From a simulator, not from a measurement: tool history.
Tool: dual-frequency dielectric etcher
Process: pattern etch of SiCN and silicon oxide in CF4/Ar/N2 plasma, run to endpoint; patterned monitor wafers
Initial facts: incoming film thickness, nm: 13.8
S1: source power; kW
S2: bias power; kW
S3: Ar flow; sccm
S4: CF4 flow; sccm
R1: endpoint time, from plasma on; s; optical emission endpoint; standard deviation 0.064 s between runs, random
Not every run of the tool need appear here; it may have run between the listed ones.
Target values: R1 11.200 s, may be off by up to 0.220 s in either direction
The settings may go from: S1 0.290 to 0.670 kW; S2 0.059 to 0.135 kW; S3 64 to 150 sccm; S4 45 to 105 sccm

{"run": 1, "hour": 0.0, "S1": 0.48, "S2": 0.097, "S3": 107, "S4": 75, "R1": 14.037}
{"run": 2, "hour": 3.4, "S1": 0.49, "S2": 0.097, "S3": 107, "S4": 75, "R1": 13.809}
{"run": 3, "hour": 10.8, "S1": 0.44, "S2": 0.097, "S3": 107, "S4": 75, "R1": 15.29}
{"run": 4, "hour": 19.5, "S1": 0.46, "S2": 0.097, "S3": 107, "S4": 75, "R1": 14.55}
{"run": 5, "hour": 28.1, "S1": 0.4, "S2": 0.097, "S3": 107, "S4": 75, "R1": 16.77}
{"run": 6, "hour": 34.1, "S1": 0.42, "S2": 0.097, "S3": 107, "S4": 75, "R1": 15.888}
{"run": 7, "hour": 39.7, "S1": 0.44, "S2": 0.097, "S3": 107, "S4": 75, "R1": 15.395}
{"run": 8, "hour": 45.9, "S1": 0.46, "S2": 0.097, "S3": 107, "S4": 75, "R1": 14.491}
{"run": 9, "hour": 48.5, "S1": 0.47, "S2": 0.097, "S3": 107, "S4": 75, "R1": 14.395}
{"run": 10, "hour": 55.0, "S1": 0.48, "S2": 0.097, "S3": 107, "S4": 75, "R1": 14.001}
{"run": 11, "hour": 63.5, "S1": 0.49, "S2": 0.097, "S3": 107, "S4": 75, "R1": 13.769}
{"run": 12, "hour": 64.2, "S1": 0.5, "S2": 0.097, "S3": 107, "S4": 75, "R1": 13.35}
{"run": 13, "hour": 70.8, "S1": 0.51, "S2": 0.097, "S3": 107, "S4": 75, "R1": 13.177}

Which one of the following 4 next-run settings gets every result inside its allowed miss? There is exactly one.
{"run": "A", "hour": 77.4, "S1": 0.56, "S2": 0.113, "S3": 94, "S4": 83, "R1": "?"}
{"run": "B", "hour": 77.4, "S1": 0.43, "S2": 0.084, "S3": 116, "S4": 72, "R1": "?"}
{"run": "C", "hour": 77.4, "S1": 0.43, "S2": 0.091, "S3": 102, "S4": 90, "R1": "?"}
{"run": "D", "hour": 77.4, "S1": 0.65, "S2": 0.107, "S3": 116, "S4": 66, "R1": "?"}

move=A R1=11.292
move=B R1=16.407
move=C R1=15.226
move=D R1=10.654
A: meets every target
B: its largest miss is bigger than the last run's
C: its largest miss is bigger than the last run's
D: moves the result that the last run missed by most past its target, out the other side
So the answer is move A, the one that meets all the targets.
